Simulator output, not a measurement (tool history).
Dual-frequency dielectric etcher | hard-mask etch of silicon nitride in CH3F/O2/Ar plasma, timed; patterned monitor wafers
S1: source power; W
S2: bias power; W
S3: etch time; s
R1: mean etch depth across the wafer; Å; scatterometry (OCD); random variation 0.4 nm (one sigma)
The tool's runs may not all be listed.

run    day   S1  S2     S3      R1
  1  0.000  420  83  242.5  1689.0
  2  0.117  420  75  242.5  1626.7
  3  0.154  440  76  242.5  1647.3
  4  0.412  480  76  242.5  1692.9
  5  0.558  480  76  253.5  1770.4
  6  0.921  490  77  253.5  1791.0

Run 7 comes next. What will it give?
  7  1.071  500  78  253.5   ?

{"run 7": {"R1": 1810.5}}
